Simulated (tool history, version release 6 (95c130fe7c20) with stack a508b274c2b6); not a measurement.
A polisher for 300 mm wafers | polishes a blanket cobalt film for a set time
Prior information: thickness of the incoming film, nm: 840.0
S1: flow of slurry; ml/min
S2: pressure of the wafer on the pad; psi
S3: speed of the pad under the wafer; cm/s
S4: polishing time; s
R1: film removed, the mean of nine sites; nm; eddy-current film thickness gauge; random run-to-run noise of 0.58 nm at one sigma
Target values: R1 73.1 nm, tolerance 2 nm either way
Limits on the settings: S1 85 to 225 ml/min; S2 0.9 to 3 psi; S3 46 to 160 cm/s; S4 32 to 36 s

run	hour	S1	S2	S3	S4	R1
1	0	145	1.9	102	36	138.68
2	5.1	135	1.6	100	36	116.69
3	13.9	130	1.4	96	36	102.19
4	17.4	130	1.7	96	36	119.44
5	24.2	130	1.7	80	36	102.94
6	29.5	130	1.5	80	36	93.106
7	30.7	130	1.4	80	36	87.643
8	34.6	130	1.4	80	36	87.28

Exactly one of the 5 candidate moves below puts every result within its allowed miss. Which one?
A	38.5	130	1.1	90	33	?
B	38.5	165	2.3	56	33	?
C	38.5	120	1.6	86	36	?
D	38.5	125	1.8	82	36	?
E	38.5	155	1.5	124	32	?

move	R1
A	73.44
B	99.374
C	103.38
D	110.74
E	120.13
A: in spec on every target
B: its largest miss is bigger than the last run's
C: its largest miss is bigger than the last run's
D: its largest miss is bigger than the last run's
E: its largest miss is bigger than the last run's
The move that meets every target is A.
